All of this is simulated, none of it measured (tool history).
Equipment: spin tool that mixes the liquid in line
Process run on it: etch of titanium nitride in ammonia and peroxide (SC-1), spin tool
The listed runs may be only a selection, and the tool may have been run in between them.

run	hour	temperature setpoint of the liquid (C)	parts of water to one part of 30 % peroxide (parts by volume)	parts of 29 % ammonia solution to one part of 30 % peroxide (parts by volume)	time under the liquid (s)	thickness taken off the titanium nitride on a monitor wafer (nm)
1	0.0	56.0	10.0	0.75	90	6.8925
2	4.2	52.0	10.0	0.75	90	5.2917
3	12.0	52.0	10.0	0.75	90	5.2438
4	18.2	52.0	13.5	0.75	90	4.5346
5	20.0	57.5	13.5	0.75	90	6.5902
6	25.8	55.5	13.5	0.75	90	5.7577
7	26.6	54.0	13.5	0.75	90	5.2404
8	34.7	52.5	13.5	0.75	90	4.6296

Expected results for the next run?
9	36.7	51.5	13.5	0.75	90	?

thickness taken off the titanium nitride on a monitor wafer (nm): 4.3526
